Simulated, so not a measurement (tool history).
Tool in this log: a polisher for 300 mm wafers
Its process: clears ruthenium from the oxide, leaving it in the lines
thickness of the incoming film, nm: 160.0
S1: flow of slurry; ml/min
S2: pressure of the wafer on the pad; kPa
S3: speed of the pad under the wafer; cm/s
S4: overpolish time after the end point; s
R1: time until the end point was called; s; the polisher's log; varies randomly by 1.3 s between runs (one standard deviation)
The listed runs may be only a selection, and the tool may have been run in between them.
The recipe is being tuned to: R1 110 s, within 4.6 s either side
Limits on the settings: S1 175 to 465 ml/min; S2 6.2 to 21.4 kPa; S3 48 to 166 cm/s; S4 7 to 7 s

{"run": 1, "day": 0.0, "S1": 295, "S2": 13.8, "S3": 106, "S4": 7, "R1": 161.89}
{"run": 2, "day": 0.275, "S1": 295, "S2": 13.8, "S3": 106, "S4": 7, "R1": 165.27}
{"run": 3, "day": 0.517, "S1": 295, "S2": 14.5, "S3": 106, "S4": 7, "R1": 158.01}
{"run": 4, "day": 0.717, "S1": 270, "S2": 14.5, "S3": 106, "S4": 7, "R1": 156.65}
{"run": 5, "day": 0.925, "S1": 270, "S2": 13.1, "S3": 106, "S4": 7, "R1": 169.65}
{"run": 6, "day": 1.271, "S1": 270, "S2": 13.8, "S3": 106, "S4": 7, "R1": 161.62}
{"run": 7, "day": 1.554, "S1": 270, "S2": 14.5, "S3": 106, "S4": 7, "R1": 159.63}
{"run": 8, "day": 1.612, "S1": 270, "S2": 15.2, "S3": 106, "S4": 7, "R1": 153.46}
{"run": 9, "day": 1.904, "S1": 270, "S2": 15.9, "S3": 106, "S4": 7, "R1": 145.36}
{"run": 10, "day": 2.004, "S1": 270, "S2": 16.5, "S3": 106, "S4": 7, "R1": 143.67}
{"run": 11, "day": 2.117, "S1": 270, "S2": 17.2, "S3": 106, "S4": 7, "R1": 137.98}
{"run": 12, "day": 2.492, "S1": 270, "S2": 17.9, "S3": 106, "S4": 7, "R1": 136.07}

Which one of the following 4 next-run settings gets every result inside its allowed miss? There is exactly one.
{"run": "A", "day": 2.867, "S1": 285, "S2": 20, "S3": 112, "S4": 7, "R1": "?"}
{"run": "B", "day": 2.867, "S1": 245, "S2": 20, "S3": 108, "S4": 7, "R1": "?"}
{"run": "C", "day": 2.867, "S1": 210, "S2": 17.2, "S3": 146, "S4": 7, "R1": "?"}
{"run": "D", "day": 2.867, "S1": 280, "S2": 19.3, "S3": 108, "S4": 7, "R1": "?"}

move=A R1=117.5
move=B R1=122.79
move=C R1=112.1
move=D R1=124.34
A: closer than the last run, but not yet in spec
B: closer than the last run, but not yet in spec
C: all results land within tolerance of their targets
D: closer than the last run, but not yet in spec
The move that meets every target is C.

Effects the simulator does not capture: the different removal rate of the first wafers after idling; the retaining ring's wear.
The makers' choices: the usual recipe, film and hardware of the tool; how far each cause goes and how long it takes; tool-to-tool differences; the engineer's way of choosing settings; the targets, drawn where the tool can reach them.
